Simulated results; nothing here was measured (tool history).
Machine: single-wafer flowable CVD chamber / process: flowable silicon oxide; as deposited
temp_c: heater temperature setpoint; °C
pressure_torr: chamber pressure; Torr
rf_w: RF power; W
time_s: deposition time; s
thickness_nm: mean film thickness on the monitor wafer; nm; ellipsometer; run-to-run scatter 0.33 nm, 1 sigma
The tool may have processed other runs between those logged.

run 1 hour=0 | temp_c=90 pressure_torr=0.824 rf_w=2425 time_s=286 | thickness_nm=258.62
run 2 hour=7.1 | temp_c=93 pressure_torr=0.823 rf_w=2425 time_s=286 | thickness_nm=236.4
run 3 hour=10.1 | temp_c=93 pressure_torr=0.963 rf_w=2425 time_s=286 | thickness_nm=275.99
run 4 hour=11.7 | temp_c=96 pressure_torr=0.953 rf_w=2420 time_s=286 | thickness_nm=248.36
run 5 hour=19.9 | temp_c=96 pressure_torr=0.953 rf_w=2275 time_s=286 | thickness_nm=246.89
run 6 hour=27.9 | temp_c=96 pressure_torr=1.005 rf_w=2275 time_s=286 | thickness_nm=259.04

What will run 7 give?
run 7 hour=34 | temp_c=108 pressure_torr=0.891 rf_w=2245 time_s=285 | thickness_nm=?

{"run 7": {"thickness_nm": 162.26}}

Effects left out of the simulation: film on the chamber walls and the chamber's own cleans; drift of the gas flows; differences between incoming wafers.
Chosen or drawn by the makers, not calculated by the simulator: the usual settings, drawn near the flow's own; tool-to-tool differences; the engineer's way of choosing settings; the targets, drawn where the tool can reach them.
